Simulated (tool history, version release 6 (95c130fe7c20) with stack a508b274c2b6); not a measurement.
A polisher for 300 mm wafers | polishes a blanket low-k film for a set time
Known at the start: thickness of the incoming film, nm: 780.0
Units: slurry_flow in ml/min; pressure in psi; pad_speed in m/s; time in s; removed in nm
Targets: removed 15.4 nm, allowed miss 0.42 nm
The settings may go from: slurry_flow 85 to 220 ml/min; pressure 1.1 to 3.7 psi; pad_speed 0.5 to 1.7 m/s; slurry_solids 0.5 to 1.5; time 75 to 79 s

run	hour	slurry_flow	pressure	pad_speed	slurry_solids	time	removed
1	0	140	2.4	1.1	1	75	35.111
2	3.9	135	2.2	1.06	1	75	32.12
3	12.1	135	2.1	1	1	75	30.324
4	20.6	135	2	0.94	1	75	28.335
5	26.7	150	2	0.94	1	75	28.834
6	31.4	135	2	0.94	1	75	28.244
7	37.4	130	1.9	0.88	1	75	25.937
8	42.7	125	1.8	0.84	1	75	24.713
9	50.6	125	1.7	0.8	1	75	23.452
10	51.6	125	1.6	0.76	1	75	22.13
11	58.9	125	1.5	0.72	1	75	20.633

Which of these 4 next moves meets every target?
A	66.2	115	1.1	0.72	0.85	75	?
B	66.2	185	1.5	0.52	0.9	76	?
C	66.2	140	1.2	0.66	0.95	75	?
D	66.2	110	1.6	0.82	0.7	77	?

move	removed
A	15.331
B	17.94
C	17.208
D	17.682
A: meets every target
B: nearer than the last run, and not there yet
C: nearer than the last run, and not there yet
D: nearer than the last run, and not there yet
The right move is A.
